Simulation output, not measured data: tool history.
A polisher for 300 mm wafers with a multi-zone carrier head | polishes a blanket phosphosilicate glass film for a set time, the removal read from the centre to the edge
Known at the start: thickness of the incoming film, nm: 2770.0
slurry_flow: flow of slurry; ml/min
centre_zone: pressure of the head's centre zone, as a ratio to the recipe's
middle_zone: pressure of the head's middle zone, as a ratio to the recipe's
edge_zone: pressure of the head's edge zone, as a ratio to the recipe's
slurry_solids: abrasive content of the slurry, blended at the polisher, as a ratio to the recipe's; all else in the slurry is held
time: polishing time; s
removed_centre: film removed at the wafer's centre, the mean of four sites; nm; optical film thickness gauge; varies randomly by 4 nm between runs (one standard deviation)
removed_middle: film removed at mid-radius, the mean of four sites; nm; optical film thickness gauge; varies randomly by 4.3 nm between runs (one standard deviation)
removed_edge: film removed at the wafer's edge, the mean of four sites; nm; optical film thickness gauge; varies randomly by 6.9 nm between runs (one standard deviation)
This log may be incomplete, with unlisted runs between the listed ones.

Run 1, hour 0: slurry_flow 140 ml/min, centre_zone 1, middle_zone 1, edge_zone 1, slurry_solids 1, time 61 s. Result: removed_centre 626.09 nm, removed_middle 648.77 nm, removed_edge 666.68 nm.
Run 2, hour 8: slurry_flow 130 ml/min, centre_zone 1.01, middle_zone 0.98, edge_zone 0.95, slurry_solids 1, time 61 s. Result: removed_centre 633.87 nm, removed_middle 633.75 nm, removed_edge 628.76 nm.
Run 3, hour 9.7: slurry_flow 120 ml/min, centre_zone 1, middle_zone 0.96, edge_zone 0.94, slurry_solids 1, time 61 s. Result: removed_centre 619.43 nm, removed_middle 619.59 nm, removed_edge 615.37 nm.
Run 4, hour 10.9: slurry_flow 110 ml/min, centre_zone 0.99, middle_zone 0.94, edge_zone 0.93, slurry_solids 1, time 61 s. Result: removed_centre 601.93 nm, removed_middle 599.33 nm, removed_edge 613.91 nm.
Run 5, hour 14.8: slurry_flow 110 ml/min, centre_zone 0.99, middle_zone 0.94, edge_zone 1.01, slurry_solids 1, time 61 s. Result: removed_centre 598.79 nm, removed_middle 605.16 nm, removed_edge 643.38 nm.
Run 6, hour 20.4: slurry_flow 105 ml/min, centre_zone 0.99, middle_zone 0.93, edge_zone 0.98, slurry_solids 1, time 61 s. Result: removed_centre 597.53 nm, removed_middle 590.76 nm, removed_edge 628.72 nm.
Run 7, hour 20.9: slurry_flow 100 ml/min, centre_zone 0.99, middle_zone 0.92, edge_zone 0.95, slurry_solids 1, time 61 s. Result: removed_centre 577.54 nm, removed_middle 579.94 nm, removed_edge 629.36 nm.
Run 8, hour 22.7: slurry_flow 100 ml/min, centre_zone 0.99, middle_zone 0.92, edge_zone 0.95, slurry_solids 1, time 61 s. Result: removed_centre 581.39 nm, removed_middle 589.7 nm, removed_edge 606.05 nm.

What does the tool deliver on the next run?
Run 9, hour 25.4: slurry_flow 95 ml/min, centre_zone 1, middle_zone 0.9, edge_zone 0.94, slurry_solids 1, time 61 s. Result: removed_centre ?, removed_middle ?, removed_edge ?.

Run 9 produced removed_centre 580.93 nm, removed_middle 574.98 nm, removed_edge 606.15 nm.
